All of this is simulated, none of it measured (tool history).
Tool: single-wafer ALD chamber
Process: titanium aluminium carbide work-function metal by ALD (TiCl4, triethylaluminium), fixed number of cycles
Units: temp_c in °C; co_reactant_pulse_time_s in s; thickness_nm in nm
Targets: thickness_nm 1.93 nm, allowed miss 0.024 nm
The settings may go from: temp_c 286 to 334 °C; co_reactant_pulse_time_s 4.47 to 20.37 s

Run 1, hour 0: temp_c 310 °C, co_reactant_pulse_time_s 12.42 s. Result: thickness_nm 2.0909 nm.
Run 2, hour 5.1: temp_c 310 °C, co_reactant_pulse_time_s 14.22 s. Result: thickness_nm 2.1113 nm.
Run 3, hour 8.4: temp_c 320 °C, co_reactant_pulse_time_s 14.22 s. Result: thickness_nm 2.1893 nm.
Run 4, hour 9.5: temp_c 316 °C, co_reactant_pulse_time_s 13.84 s. Result: thickness_nm 2.1501 nm.
Run 5, hour 14.9: temp_c 313 °C, co_reactant_pulse_time_s 13.5 s. Result: thickness_nm 2.125 nm.
Run 6, hour 18.3: temp_c 313 °C, co_reactant_pulse_time_s 15.2 s. Result: thickness_nm 2.1357 nm.
Run 7, hour 20.5: temp_c 310 °C, co_reactant_pulse_time_s 14.95 s. Result: thickness_nm 2.1106 nm.
Run 8, hour 24.5: temp_c 307 °C, co_reactant_pulse_time_s 14.72 s. Result: thickness_nm 2.0885 nm.
Run 9, hour 30.9: temp_c 305 °C, co_reactant_pulse_time_s 14.48 s. Result: thickness_nm 2.0752 nm.
Run 10, hour 32.1: temp_c 303 °C, co_reactant_pulse_time_s 14.21 s. Result: thickness_nm 2.0456 nm.
Run 11, hour 38.5: temp_c 301 °C, co_reactant_pulse_time_s 14.06 s. Result: thickness_nm 2.0398 nm.
Run 12, hour 44.8: temp_c 299 °C, co_reactant_pulse_time_s 13.88 s. Result: thickness_nm 2.0257 nm.
Run 13, hour 53: temp_c 298 °C, co_reactant_pulse_time_s 13.71 s. Result: thickness_nm 2.015 nm.
Run 14, hour 60: temp_c 297 °C, co_reactant_pulse_time_s 13.57 s. Result: thickness_nm 2.0126 nm.
Run 15, hour 67.1: temp_c 296 °C, co_reactant_pulse_time_s 13.4 s. Result: thickness_nm 1.9977 nm.
Run 16, hour 74.4: temp_c 295 °C, co_reactant_pulse_time_s 13.29 s. Result: thickness_nm 1.9891 nm.
Run 17, hour 82.6: temp_c 294 °C, co_reactant_pulse_time_s 13.19 s. Result: thickness_nm 1.9701 nm.
Run 18, hour 87.3: temp_c 293 °C, co_reactant_pulse_time_s 13.14 s. Result: thickness_nm 1.9727 nm.
Run 19, hour 91.3: temp_c 292 °C, co_reactant_pulse_time_s 13.07 s. Result: thickness_nm 1.9589 nm.
Run 20, hour 95.6: temp_c 292 °C, co_reactant_pulse_time_s 13.07 s. Result: thickness_nm 1.9669 nm.

Which of these 5 next moves meets every target?
Run A, hour 99.9: temp_c 288 °C, co_reactant_pulse_time_s 13.06 s. Result: thickness_nm ?.
Run B, hour 99.9: temp_c 296 °C, co_reactant_pulse_time_s 13.86 s. Result: thickness_nm ?.
Run C, hour 99.9: temp_c 298 °C, co_reactant_pulse_time_s 16.85 s. Result: thickness_nm ?.
Run D, hour 99.9: temp_c 299 °C, co_reactant_pulse_time_s 8.28 s. Result: thickness_nm ?.
Run E, hour 99.9: temp_c 297 °C, co_reactant_pulse_time_s 20.37 s. Result: thickness_nm ?.

move  thickness_nm
   A        1.9379
   B        2.0033
   C        2.0286
   D        1.9769
   E        2.0266
A: meets every target
B: further off than the last run
C: further off than the last run
D: further off than the last run
E: further off than the last run
Move A is the one to make.
